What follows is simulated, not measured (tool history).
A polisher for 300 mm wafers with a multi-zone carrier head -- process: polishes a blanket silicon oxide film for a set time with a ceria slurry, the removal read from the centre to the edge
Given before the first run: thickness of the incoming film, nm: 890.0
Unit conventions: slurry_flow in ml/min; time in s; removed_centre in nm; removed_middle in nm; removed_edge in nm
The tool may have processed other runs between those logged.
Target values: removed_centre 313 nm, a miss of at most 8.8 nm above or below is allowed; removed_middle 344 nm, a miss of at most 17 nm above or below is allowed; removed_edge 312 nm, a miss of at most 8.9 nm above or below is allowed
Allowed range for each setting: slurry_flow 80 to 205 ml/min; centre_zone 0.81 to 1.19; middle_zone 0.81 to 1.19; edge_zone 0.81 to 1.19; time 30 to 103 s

run 1 hour=0 | slurry_flow=135 centre_zone=1 middle_zone=1 edge_zone=1 time=66 | removed_centre=279.33 removed_middle=280.82 removed_edge=275.14
run 2 hour=7.7 | slurry_flow=135 centre_zone=1 middle_zone=1.03 edge_zone=1 time=66 | removed_centre=278.07 removed_middle=289.94 removed_edge=270.05
run 3 hour=16.2 | slurry_flow=145 centre_zone=1 middle_zone=1.04 edge_zone=1.02 time=67 | removed_centre=284.91 removed_middle=300.16 removed_edge=283.89
run 4 hour=18.9 | slurry_flow=145 centre_zone=1 middle_zone=1.04 edge_zone=1.02 time=77 | removed_centre=332.59 removed_middle=347.28 removed_edge=323.24
run 5 hour=26.2 | slurry_flow=145 centre_zone=1 middle_zone=1.04 edge_zone=1.07 time=77 | removed_centre=326.28 removed_middle=343.73 removed_edge=326.93
run 6 hour=32.1 | slurry_flow=140 centre_zone=1 middle_zone=1.05 edge_zone=1.06 time=77 | removed_centre=323.51 removed_middle=351.31 removed_edge=323.77
run 7 hour=35.2 | slurry_flow=140 centre_zone=1 middle_zone=1.05 edge_zone=1.06 time=77 | removed_centre=325.23 removed_middle=350.15 removed_edge=323.82
run 8 hour=43.8 | slurry_flow=135 centre_zone=1 middle_zone=1.05 edge_zone=1.06 time=77 | removed_centre=321.7 removed_middle=349.37 removed_edge=322.8

Which one of the following 5 next-run settings gets every result inside its allowed miss? There is exactly one.
run A hour=52.4 | slurry_flow=115 centre_zone=1.04 middle_zone=1.02 edge_zone=0.99 time=80 | removed_centre=? removed_middle=? removed_edge=?
run B hour=52.4 | slurry_flow=140 centre_zone=0.99 middle_zone=1.06 edge_zone=1 time=75 | removed_centre=? removed_middle=? removed_edge=?
run C hour=52.4 | slurry_flow=85 centre_zone=1.11 middle_zone=1.16 edge_zone=1.07 time=84 | removed_centre=? removed_middle=? removed_edge=?
run D hour=52.4 | slurry_flow=135 centre_zone=1.06 middle_zone=1.02 edge_zone=1.12 time=76 | removed_centre=? removed_middle=? removed_edge=?
run E hour=52.4 | slurry_flow=145 centre_zone=1.02 middle_zone=1.07 edge_zone=1.03 time=76 | removed_centre=? removed_middle=? removed_edge=?

move=A removed_centre=334.19 removed_middle=341.22 removed_edge=322.64
move=B removed_centre=314.79 removed_middle=344.66 removed_edge=312.22
move=C removed_centre=339.6 removed_middle=369.45 removed_edge=328.15
move=D removed_centre=335.71 removed_middle=335.46 removed_edge=326.06
move=E removed_centre=329.89 removed_middle=354.38 removed_edge=320.67
A: further off than the last run
B: every result within its allowed miss
C: further off than the last run
D: further off than the last run
E: gets the furthest-off result to its target, but another result is out of tolerance
Go with B: it meets all targets.

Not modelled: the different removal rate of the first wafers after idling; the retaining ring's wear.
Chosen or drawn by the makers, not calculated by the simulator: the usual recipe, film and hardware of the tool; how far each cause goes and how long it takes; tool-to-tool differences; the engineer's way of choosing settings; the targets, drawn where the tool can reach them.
